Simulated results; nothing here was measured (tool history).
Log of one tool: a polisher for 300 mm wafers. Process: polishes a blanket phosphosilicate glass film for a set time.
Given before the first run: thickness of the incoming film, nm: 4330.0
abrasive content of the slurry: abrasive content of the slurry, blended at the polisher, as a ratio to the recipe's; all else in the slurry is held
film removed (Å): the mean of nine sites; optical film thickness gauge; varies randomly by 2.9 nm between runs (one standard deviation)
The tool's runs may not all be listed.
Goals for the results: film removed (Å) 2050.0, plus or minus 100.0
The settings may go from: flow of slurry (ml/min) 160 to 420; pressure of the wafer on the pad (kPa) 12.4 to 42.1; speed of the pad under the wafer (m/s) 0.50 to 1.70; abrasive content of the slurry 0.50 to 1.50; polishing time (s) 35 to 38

run,day,flow of slurry (ml/min),pressure of the wafer on the pad (kPa),speed of the pad under the wafer (m/s),abrasive content of the slurry,polishing time (s),film removed (Å)
1,0.000,270,26.9,1.10,1.00,38,4672.0
2,0.088,270,33.1,1.10,1.00,38,5549.9
3,0.162,270,33.1,1.10,1.00,38,5701.9
4,0.458,270,33.1,1.10,1.15,38,5927.8
5,0.592,270,35.9,1.10,1.15,38,6614.3
6,0.646,270,35.9,1.10,1.30,38,6661.4
7,0.975,270,29.0,0.94,1.25,37,4656.8
8,1.346,270,24.1,0.82,1.25,37,3540.1
9,1.462,270,20.7,0.76,1.25,37,2933.3
10,1.708,270,17.9,0.74,1.25,37,2390.9

5 next moves are on the table. One of them brings every result within its allowed miss. Which?
A,1.954,290,12.4,0.84,1.20,35,?
B,1.954,190,14.5,0.82,1.50,35,?
C,1.954,285,22.8,0.66,1.30,38,?
D,1.954,220,20.7,0.74,1.30,38,?
E,1.954,260,15.2,0.68,1.35,35,?

move,film removed (Å)
A,1775.6
B,2076.8
C,2950.8
D,2850.2
E,1892.4
A: takes the result that was furthest off past its target
B: hits every target within its allowed miss
C: its largest miss is bigger than the last run's
D: its largest miss is bigger than the last run's
E: takes the result that was furthest off past its target
The move that meets every target is B.
